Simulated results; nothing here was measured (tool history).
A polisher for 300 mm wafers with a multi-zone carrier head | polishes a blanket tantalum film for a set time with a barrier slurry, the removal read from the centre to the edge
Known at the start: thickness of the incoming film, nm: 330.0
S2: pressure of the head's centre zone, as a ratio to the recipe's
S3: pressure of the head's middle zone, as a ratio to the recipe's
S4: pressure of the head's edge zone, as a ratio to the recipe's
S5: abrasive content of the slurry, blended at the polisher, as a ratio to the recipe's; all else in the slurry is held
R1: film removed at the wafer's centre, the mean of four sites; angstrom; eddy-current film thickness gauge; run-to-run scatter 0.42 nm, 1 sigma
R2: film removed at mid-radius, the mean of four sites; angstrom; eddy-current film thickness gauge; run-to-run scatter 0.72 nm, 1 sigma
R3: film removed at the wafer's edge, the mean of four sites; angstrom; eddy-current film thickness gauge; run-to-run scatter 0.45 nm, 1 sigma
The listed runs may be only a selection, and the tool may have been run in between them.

Run 1, hour 0.0: flow of slurry (ml/min) 170, S2 1.00, S3 1.00, S4 1.00, S5 1.0, polishing time (s) 47. Result: R1 520.60 angstrom, R2 533.24 angstrom, R3 539.61 angstrom.
Run 2, hour 4.0: flow of slurry (ml/min) 170, S2 0.96, S3 1.00, S4 1.00, S5 1.0, polishing time (s) 47. Result: R1 502.79 angstrom, R2 518.67 angstrom, R3 534.41 angstrom.
Run 3, hour 12.5: flow of slurry (ml/min) 170, S2 0.96, S3 1.00, S4 1.00, S5 1.1, polishing time (s) 47. Result: R1 514.37 angstrom, R2 556.36 angstrom, R3 554.16 angstrom.
Run 4, hour 20.8: flow of slurry (ml/min) 170, S2 0.96, S3 1.00, S4 1.00, S5 1.1, polishing time (s) 56. Result: R1 612.11 angstrom, R2 633.73 angstrom, R3 658.39 angstrom.
Run 5, hour 23.3: flow of slurry (ml/min) 170, S2 0.96, S3 1.00, S4 1.04, S5 1.1, polishing time (s) 56. Result: R1 619.16 angstrom, R2 649.87 angstrom, R3 673.79 angstrom.
Run 6, hour 30.1: flow of slurry (ml/min) 165, S2 0.97, S3 1.00, S4 1.01, S5 1.1, polishing time (s) 56. Result: R1 617.85 angstrom, R2 630.50 angstrom, R3 651.97 angstrom.

For run 7, what comes out?
At hour 36.9: edge zone pressure recalibrated.
Run 7, hour 36.9: flow of slurry (ml/min) 155, S2 0.97, S3 1.00, S4 0.99, S5 1.1, polishing time (s) 56. Result: R1 ?, R2 ?, R3 ?.

Run 7 produced R1 612.14 angstrom, R2 632.61 angstrom, R3 619.85 angstrom.
